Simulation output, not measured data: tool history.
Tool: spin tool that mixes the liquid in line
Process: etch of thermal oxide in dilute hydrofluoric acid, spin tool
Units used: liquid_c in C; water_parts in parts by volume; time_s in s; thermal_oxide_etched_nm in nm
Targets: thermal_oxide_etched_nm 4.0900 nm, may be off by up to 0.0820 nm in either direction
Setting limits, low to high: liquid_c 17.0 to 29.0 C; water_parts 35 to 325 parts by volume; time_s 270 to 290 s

run    day  liquid_c  water_parts  time_s  thermal_oxide_etched_nm
  1  0.000      21.0          180     270                   5.0034
  2  0.229      21.0          180     270                   4.9752
  3  0.321      21.0          120     270                   8.0440
  4  0.629      20.0          140     270                   6.4276
  5  0.942      19.0          150     270                   5.7732
  6  1.267      18.5          160     270                   5.2198
  7  1.412      18.5          160     270                   5.1929
  8  1.567      18.0          165     270                   4.9188
  9  1.900      17.5          170     270                   4.6879
 10  1.942      17.5          175     270                   4.4844
 11  2.117      17.5          180     270                   4.3725

Pick the move, out of 4, that brings all results within their allowed miss; only one does.
  A  2.292      17.5          205     285                        ?
  B  2.292      17.0          180     290                        ?
  C  2.292      17.0          195     285                        ?
  D  2.292      17.0          175     280                        ?

move  thermal_oxide_etched_nm
   A                   3.9625
   B                   4.6182
   C                   4.1261
   D                   4.6100
A: moves the result that the last run missed by most past its target, out the other side
B: further off than the last run
C: all results land within tolerance of their targets
D: further off than the last run
Correct choice: C, which meets every target

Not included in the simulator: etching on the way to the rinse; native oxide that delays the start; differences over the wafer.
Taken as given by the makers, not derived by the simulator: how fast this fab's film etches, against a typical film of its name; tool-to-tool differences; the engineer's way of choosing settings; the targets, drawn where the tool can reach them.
